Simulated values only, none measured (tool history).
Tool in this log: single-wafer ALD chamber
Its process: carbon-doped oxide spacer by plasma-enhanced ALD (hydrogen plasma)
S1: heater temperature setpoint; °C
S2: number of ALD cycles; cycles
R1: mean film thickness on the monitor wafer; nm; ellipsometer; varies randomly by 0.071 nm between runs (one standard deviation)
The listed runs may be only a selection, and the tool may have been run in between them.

run 1 hour=0.0 | S1=415 S2=275 | R1=14.342
run 2 hour=7.0 | S1=408 S2=275 | R1=14.759
run 3 hour=14.3 | S1=404 S2=275 | R1=14.989
run 4 hour=20.6 | S1=404 S2=291 | R1=15.700
run 5 hour=25.6 | S1=407 S2=281 | R1=15.208
run 6 hour=34.3 | S1=407 S2=313 | R1=16.759
run 7 hour=36.2 | S1=410 S2=301 | R1=15.938

Expected results for the next run?
run 8 hour=43.0 | S1=413 S2=291 | R1=?

R1: 15.404 nm
